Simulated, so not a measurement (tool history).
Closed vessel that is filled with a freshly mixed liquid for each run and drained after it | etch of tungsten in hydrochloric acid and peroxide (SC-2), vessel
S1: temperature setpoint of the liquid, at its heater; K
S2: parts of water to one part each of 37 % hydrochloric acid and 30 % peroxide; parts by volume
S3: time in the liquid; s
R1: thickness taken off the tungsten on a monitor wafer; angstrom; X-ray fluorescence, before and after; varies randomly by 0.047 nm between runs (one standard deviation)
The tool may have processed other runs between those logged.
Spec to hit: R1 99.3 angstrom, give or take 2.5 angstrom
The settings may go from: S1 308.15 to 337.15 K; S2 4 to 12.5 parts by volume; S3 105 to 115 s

{"run": 1, "hour": 0.0, "S1": 321.15, "S2": 7, "S3": 105, "R1": 248.28}
{"run": 2, "hour": 2.2, "S1": 319.15, "S2": 7, "S3": 105, "R1": 216.31}
{"run": 3, "hour": 10.9, "S1": 317.65, "S2": 7, "S3": 105, "R1": 195.68}
{"run": 4, "hour": 19.9, "S1": 323.65, "S2": 7, "S3": 105, "R1": 293.38}
{"run": 5, "hour": 27.3, "S1": 323.65, "S2": 8, "S3": 105, "R1": 265.24}
{"run": 6, "hour": 35.7, "S1": 321.65, "S2": 8, "S3": 105, "R1": 230.47}
{"run": 7, "hour": 42.7, "S1": 319.65, "S2": 8, "S3": 105, "R1": 203.4}
{"run": 8, "hour": 51.7, "S1": 318.15, "S2": 8, "S3": 105, "R1": 183.07}
{"run": 9, "hour": 60.1, "S1": 310.15, "S2": 8, "S3": 105, "R1": 103.92}

Which of these 5 next moves meets every target?
{"run": "A", "hour": 68.5, "S1": 308.65, "S2": 8, "S3": 105, "R1": "?"}
{"run": "B", "hour": 68.5, "S1": 309.15, "S2": 9, "S3": 110, "R1": "?"}
{"run": "C", "hour": 68.5, "S1": 313.15, "S2": 11.5, "S3": 115, "R1": "?"}
{"run": "D", "hour": 68.5, "S1": 308.65, "S2": 7.5, "S3": 105, "R1": "?"}
{"run": "E", "hour": 68.5, "S1": 312.15, "S2": 10, "S3": 110, "R1": "?"}

move=A R1=93.473
move=B R1=92.33
move=C R1=104.87
move=D R1=98.392
move=E R1=105.09
A: takes the result that was furthest off past its target
B: takes the result that was furthest off past its target
C: misses by more than the last run did
D: all results in spec
E: misses by more than the last run did
Correct choice: D, which meets every target
